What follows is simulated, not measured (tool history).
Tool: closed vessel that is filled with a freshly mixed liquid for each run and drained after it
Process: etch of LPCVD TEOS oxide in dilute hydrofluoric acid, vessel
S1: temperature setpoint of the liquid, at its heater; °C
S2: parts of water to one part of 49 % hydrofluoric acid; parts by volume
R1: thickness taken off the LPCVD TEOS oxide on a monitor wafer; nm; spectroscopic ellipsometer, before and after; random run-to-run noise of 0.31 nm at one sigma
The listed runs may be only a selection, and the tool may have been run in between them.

{"run": 1, "hour": 0.0, "S1": 26.0, "S2": 225, "time in the liquid (s)": 915, "R1": 69.425}
{"run": 2, "hour": 4.2, "S1": 26.0, "S2": 250, "time in the liquid (s)": 915, "R1": 60.338}
{"run": 3, "hour": 12.7, "S1": 28.5, "S2": 245, "time in the liquid (s)": 915, "R1": 67.55}
{"run": 4, "hour": 16.5, "S1": 31.5, "S2": 245, "time in the liquid (s)": 915, "R1": 74.788}
{"run": 5, "hour": 18.0, "S1": 29.0, "S2": 245, "time in the liquid (s)": 915, "R1": 68.716}
{"run": 6, "hour": 19.3, "S1": 27.5, "S2": 245, "time in the liquid (s)": 915, "R1": 65.391}
{"run": 7, "hour": 21.5, "S1": 31.5, "S2": 235, "time in the liquid (s)": 915, "R1": 79.125}

Run 8, settings as shown, results not yet in. Your forecast:
{"run": 8, "hour": 28.5, "S1": 32.0, "S2": 235, "time in the liquid (s)": 915, "R1": "?"}

R1: 80.286 nm
